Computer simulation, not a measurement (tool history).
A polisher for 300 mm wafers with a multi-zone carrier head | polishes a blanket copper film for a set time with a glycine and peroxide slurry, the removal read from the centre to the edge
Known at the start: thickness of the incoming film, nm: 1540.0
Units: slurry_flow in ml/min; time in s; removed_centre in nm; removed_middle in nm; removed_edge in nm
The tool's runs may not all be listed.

run,hour,slurry_flow,centre_zone,middle_zone,edge_zone,time,removed_centre,removed_middle,removed_edge
1,0,215,1,1,1,54,216.99,219.1,218.34
2,2,220,0.99,1.03,1.03,55,214.86,225.19,223.59
3,7.3,220,0.99,1.11,1.03,55,217.97,237.38,223.11
4,8,225,0.97,1.12,1.04,57,224.05,254.93,234.52
5,9.5,225,0.97,1.12,1.04,65,257.92,285.58,267.62
6,15,225,1.04,1.12,1.04,65,270.95,288.99,269.68
7,19.9,220,1.01,1.13,1.05,65,263.53,287.59,265.71
8,21,220,0.98,1.14,1.06,65,256.98,284.61,268.95
9,23.4,220,0.95,1.15,1.06,65,248.88,293.75,267.83

The next listed run, before its measurement:
10,24.5,220,0.94,1.15,1.07,65,?,?,?

Run 10 gave removed_centre 244.75 nm, removed_middle 292.8 nm, removed_edge 271.1 nm.

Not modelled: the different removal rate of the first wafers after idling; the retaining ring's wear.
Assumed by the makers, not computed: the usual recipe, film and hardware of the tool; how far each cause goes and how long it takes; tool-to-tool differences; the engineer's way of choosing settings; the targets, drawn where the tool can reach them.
